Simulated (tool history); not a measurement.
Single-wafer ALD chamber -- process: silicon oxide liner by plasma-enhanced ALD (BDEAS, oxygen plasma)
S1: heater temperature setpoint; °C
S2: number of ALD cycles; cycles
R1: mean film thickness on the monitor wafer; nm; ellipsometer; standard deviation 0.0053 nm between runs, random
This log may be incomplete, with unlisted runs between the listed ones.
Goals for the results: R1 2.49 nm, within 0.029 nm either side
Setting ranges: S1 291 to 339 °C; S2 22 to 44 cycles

| run | hour | S1 | S2 | R1 |
|---|---|---|---|---|
| 1 | 0 | 315 | 33 | 3.1032 |
| 2 | 2.5 | 315 | 35 | 3.2778 |
| 3 | 10 | 305 | 35 | 3.3261 |
| 4 | 12.6 | 305 | 39 | 3.7082 |
| 5 | 16.2 | 307 | 35 | 3.3361 |
| 6 | 18.8 | 312 | 32 | 3.0236 |
| 7 | 25 | 314 | 30 | 2.8137 |
| 8 | 34 | 323 | 26 | 2.4164 |
| 9 | 42.9 | 321 | 26 | 2.4087 |
|  | 49.1 | thermocouple changed; heater temperature recalibrated |
| 10 | 49.1 | 319 | 26 | 2.4368 |
| 11 | 55.6 | 317 | 26 | 2.4562 |

Consider the 4 candidate settings below. Which is the only one whose results all fall within their allowed miss of target?
| A | 62.1 | 304 | 25 | ? |
| B | 62.1 | 322 | 26 | ? |
| C | 62.1 | 295 | 26 | ? |
| D | 62.1 | 329 | 27 | ? |

| move | R1 |
|---|---|
| A | 2.4089 |
| B | 2.4364 |
| C | 2.5781 |
| D | 2.5023 |
A: misses by more than the last run did
B: misses by more than the last run did
C: carries the result that was furthest off beyond its target, to the other side
D: each result inside its tolerance
D is the move that brings every result within its allowed miss.
